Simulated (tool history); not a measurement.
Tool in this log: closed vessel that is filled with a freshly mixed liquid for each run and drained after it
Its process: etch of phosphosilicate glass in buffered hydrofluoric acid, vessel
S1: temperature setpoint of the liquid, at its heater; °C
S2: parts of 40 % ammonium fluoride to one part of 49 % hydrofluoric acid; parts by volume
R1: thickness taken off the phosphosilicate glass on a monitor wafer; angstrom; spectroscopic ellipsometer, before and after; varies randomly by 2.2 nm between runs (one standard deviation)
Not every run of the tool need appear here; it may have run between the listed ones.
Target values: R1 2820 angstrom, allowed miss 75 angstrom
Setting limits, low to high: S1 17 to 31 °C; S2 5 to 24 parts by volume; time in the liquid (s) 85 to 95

{"run": 1, "hour": 0.0, "S1": 23, "S2": 14.5, "time in the liquid (s)": 85, "R1": 2246.6}
{"run": 2, "hour": 4.9, "S1": 26, "S2": 14.5, "time in the liquid (s)": 85, "R1": 2684.6}
{"run": 3, "hour": 7.4, "S1": 26, "S2": 14.5, "time in the liquid (s)": 95, "R1": 3006.2}
{"run": 4, "hour": 11.6, "S1": 25.5, "S2": 14.5, "time in the liquid (s)": 95, "R1": 2887.6}
{"run": 5, "hour": 13.8, "S1": 25.5, "S2": 12.5, "time in the liquid (s)": 95, "R1": 3408.5}
{"run": 6, "hour": 19.4, "S1": 25, "S2": 12.5, "time in the liquid (s)": 95, "R1": 3212.5}
{"run": 7, "hour": 26.8, "S1": 24.5, "S2": 12.5, "time in the liquid (s)": 95, "R1": 3201.8}
{"run": 8, "hour": 30.1, "S1": 24, "S2": 12.5, "time in the liquid (s)": 95, "R1": 3102.2}
{"run": 9, "hour": 30.8, "S1": 23.5, "S2": 12.5, "time in the liquid (s)": 95, "R1": 3011.9}
{"run": 10, "hour": 39.0, "S1": 23, "S2": 12.5, "time in the liquid (s)": 95, "R1": 2951.9}

Exactly one of the 5 candidate moves below puts every result within its allowed miss. Which one?
{"run": "A", "hour": 47.2, "S1": 21.5, "S2": 11, "time in the liquid (s)": 95, "R1": "?"}
{"run": "B", "hour": 47.2, "S1": 24.5, "S2": 12.5, "time in the liquid (s)": 85, "R1": "?"}
{"run": "C", "hour": 47.2, "S1": 21, "S2": 10, "time in the liquid (s)": 90, "R1": "?"}
{"run": "D", "hour": 47.2, "S1": 23.5, "S2": 12, "time in the liquid (s)": 95, "R1": "?"}
{"run": "E", "hour": 47.2, "S1": 24.5, "S2": 12.5, "time in the liquid (s)": 90, "R1": "?"}

move=A R1=3047.6
move=B R1=2837.7
move=C R1=3081.3
move=D R1=3125.4
move=E R1=3004.6
A: further off than the last run
B: every result within its allowed miss
C: further off than the last run
D: further off than the last run
E: further off than the last run
Go with B: it meets all targets.
